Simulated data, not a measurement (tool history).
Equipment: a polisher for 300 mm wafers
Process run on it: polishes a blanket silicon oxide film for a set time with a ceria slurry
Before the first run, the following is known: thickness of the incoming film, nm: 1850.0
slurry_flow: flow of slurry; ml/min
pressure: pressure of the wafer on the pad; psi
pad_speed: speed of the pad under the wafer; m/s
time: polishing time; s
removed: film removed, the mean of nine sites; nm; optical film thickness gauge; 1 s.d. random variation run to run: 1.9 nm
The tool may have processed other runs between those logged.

run,hour,slurry_flow,pressure,pad_speed,time,removed
1,0.0,210,2.6,1.24,72,341.86
2,2.9,210,2.5,1.24,72,333.55
3,11.7,210,2.4,1.24,72,315.59
4,13.8,210,2.3,1.24,72,302.68
5,20.7,210,2.2,1.24,72,290.44
6,27.0,210,2.1,1.24,72,276.75

The next listed run, before its measurement:
7,28.5,210,2.1,1.24,72,?

{"run 7": {"removed": 281.58}}
